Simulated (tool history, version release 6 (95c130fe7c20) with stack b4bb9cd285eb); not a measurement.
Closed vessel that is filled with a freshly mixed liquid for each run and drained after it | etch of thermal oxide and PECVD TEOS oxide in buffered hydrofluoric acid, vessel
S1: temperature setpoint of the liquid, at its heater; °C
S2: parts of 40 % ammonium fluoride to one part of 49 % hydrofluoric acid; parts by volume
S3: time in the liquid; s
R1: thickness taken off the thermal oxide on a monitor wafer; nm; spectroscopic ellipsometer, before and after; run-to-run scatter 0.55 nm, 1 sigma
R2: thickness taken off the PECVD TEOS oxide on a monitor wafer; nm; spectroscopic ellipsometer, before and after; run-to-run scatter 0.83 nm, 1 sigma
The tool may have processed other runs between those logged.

Run 1, hour 0.0: S1 21.0 °C, S2 17.5 parts by volume, S3 60 s. Result: R1 35.465 nm, R2 71.048 nm.
Run 2, hour 1.9: S1 23.0 °C, S2 16.5 parts by volume, S3 60 s. Result: R1 41.697 nm, R2 83.370 nm.
Run 3, hour 10.1: S1 23.0 °C, S2 16.5 parts by volume, S3 80 s. Result: R1 56.140 nm, R2 111.740 nm.
Run 4, hour 12.2: S1 21.5 °C, S2 16.5 parts by volume, S3 80 s. Result: R1 50.985 nm, R2 102.630 nm.
Run 5, hour 17.4: S1 21.5 °C, S2 20.0 parts by volume, S3 80 s. Result: R1 42.874 nm, R2 85.501 nm.
Run 6, hour 20.5: S1 21.5 °C, S2 20.0 parts by volume, S3 95 s. Result: R1 50.412 nm, R2 101.440 nm.

What does the tool deliver on the next run?
Run 7, hour 22.5: S1 23.0 °C, S2 20.0 parts by volume, S3 95 s. Result: R1 ?, R2 ?.

Run 7 gave R1 54.699 nm, R2 108.940 nm.
